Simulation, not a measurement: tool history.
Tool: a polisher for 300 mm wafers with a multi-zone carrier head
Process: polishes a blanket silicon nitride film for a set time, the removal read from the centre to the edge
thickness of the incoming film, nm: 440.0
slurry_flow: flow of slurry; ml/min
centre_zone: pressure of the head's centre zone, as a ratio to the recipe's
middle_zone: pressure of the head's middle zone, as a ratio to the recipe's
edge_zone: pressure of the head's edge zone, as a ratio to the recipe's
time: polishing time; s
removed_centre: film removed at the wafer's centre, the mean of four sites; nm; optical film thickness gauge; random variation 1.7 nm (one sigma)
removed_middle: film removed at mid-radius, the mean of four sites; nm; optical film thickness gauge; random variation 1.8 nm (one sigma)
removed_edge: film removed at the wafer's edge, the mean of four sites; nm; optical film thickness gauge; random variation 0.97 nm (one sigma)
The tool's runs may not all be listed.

run	day	slurry_flow	centre_zone	middle_zone	edge_zone	time	removed_centre	removed_middle	removed_edge
1	0.000	165	1.00	1.00	1.00	42	80.220	83.373	80.332
2	0.075	170	1.00	1.01	1.02	44	86.615	86.562	84.764
3	0.292	170	0.99	1.02	1.03	46	88.886	93.733	90.047
4	0.567	205	0.99	1.02	1.03	46	93.355	94.846	92.035
5	0.625	205	0.99	1.02	1.03	51	102.840	105.470	102.870
6	0.650	205	0.99	1.03	1.05	52	103.470	107.900	104.640
7	0.821	210	0.99	1.03	1.06	53	108.190	111.380	106.660

Run 8 comes next. What will it give?
8	0.929	210	0.98	1.02	1.06	54	?	?	?

Run 8 gave removed_centre 109.880 nm, removed_middle 112.590 nm, removed_edge 109.430 nm.
